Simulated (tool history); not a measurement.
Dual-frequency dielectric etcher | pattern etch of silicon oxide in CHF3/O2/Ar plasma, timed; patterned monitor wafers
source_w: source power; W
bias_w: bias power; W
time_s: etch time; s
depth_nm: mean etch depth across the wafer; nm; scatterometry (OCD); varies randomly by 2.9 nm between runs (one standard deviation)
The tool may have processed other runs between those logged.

run	hour	source_w	bias_w	time_s	depth_nm
1	0	460	179	433	714.91
2	1.1	440	176	432.5	693.4
3	3.2	380	176	432.5	648.16
4	6.3	370	176	432.5	637.78
5	14.2	370	176	433	640.16
6	22.6	370	193	433	659.35
7	27.5	270	167	427	533.58
8	28.1	280	167	427	546.28

The next listed run, before its measurement:
9	35.7	350	170	427.5	?

{"run 9": {"depth_nm": 610.58}}

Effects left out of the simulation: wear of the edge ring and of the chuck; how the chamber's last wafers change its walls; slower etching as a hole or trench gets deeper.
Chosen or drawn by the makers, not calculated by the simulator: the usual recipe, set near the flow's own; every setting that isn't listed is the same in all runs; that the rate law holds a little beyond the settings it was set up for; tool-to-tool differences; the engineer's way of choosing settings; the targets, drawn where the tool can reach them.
